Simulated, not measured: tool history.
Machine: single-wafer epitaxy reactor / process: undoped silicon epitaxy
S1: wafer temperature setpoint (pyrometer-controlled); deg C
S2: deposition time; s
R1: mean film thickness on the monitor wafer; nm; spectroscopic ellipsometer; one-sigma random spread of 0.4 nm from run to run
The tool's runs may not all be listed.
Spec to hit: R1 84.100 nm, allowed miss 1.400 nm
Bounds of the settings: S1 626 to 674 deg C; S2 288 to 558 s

run,hour,S1,S2,R1
1,0.0,650,423,70.915
2,5.0,642,423,58.982
3,9.7,646,423,64.524
4,18.7,650,423,70.197
5,19.9,650,448,74.285
6,27.3,651,448,76.033
7,29.2,652,448,77.181
8,36.9,653,448,79.044
9,44.5,653,448,79.188
10,48.0,654,448,80.420

4 next moves are on the table. One of them brings every result within its allowed miss. Which?
A,51.5,659,434,?
B,51.5,661,420,?
C,51.5,654,465,?
D,51.5,652,430,?

move,R1
A,87.017
B,87.689
C,84.197
D,74.727
A: the result that was furthest off in the last run now lies on the other side of its target
B: the result that was furthest off in the last run now lies on the other side of its target
C: in spec on every target
D: the biggest miss grows against the last run
So the answer is move C, the one that meets all the targets.
